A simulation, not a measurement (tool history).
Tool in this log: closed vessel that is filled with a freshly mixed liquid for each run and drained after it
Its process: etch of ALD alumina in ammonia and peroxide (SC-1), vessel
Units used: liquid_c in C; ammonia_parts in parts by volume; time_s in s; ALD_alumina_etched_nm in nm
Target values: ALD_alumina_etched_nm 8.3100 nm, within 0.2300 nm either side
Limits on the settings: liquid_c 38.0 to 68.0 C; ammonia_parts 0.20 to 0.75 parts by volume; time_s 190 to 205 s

run,day,liquid_c,ammonia_parts,time_s,ALD_alumina_etched_nm
1,0.000,52.0,0.45,190,14.5400
2,0.188,49.5,0.45,190,12.7200
3,0.358,49.5,0.45,205,13.6690
4,0.642,47.5,0.45,205,12.2670
5,0.888,44.0,0.45,205,10.0450
6,1.196,44.0,0.45,190,9.2880
7,1.383,43.5,0.45,190,9.0889
8,1.533,43.5,0.45,190,8.9763
9,1.762,43.0,0.45,190,8.8051

Exercise: of the 5 proposed moves below, exactly one satisfies all targets within the stated allowed misses. Which move is it?
A,1.992,44.0,0.50,190,?
B,1.992,44.0,0.40,190,?
C,1.992,43.0,0.45,205,?
D,1.992,44.0,0.35,195,?
E,1.992,40.5,0.60,200,?

move,ALD_alumina_etched_nm
A,9.4217
B,9.2234
C,9.5008
D,9.3462
E,8.2352
A: the biggest miss grows against the last run
B: the biggest miss grows against the last run
C: the biggest miss grows against the last run
D: the biggest miss grows against the last run
E: all results land within tolerance of their targets
The move that meets every target is E.
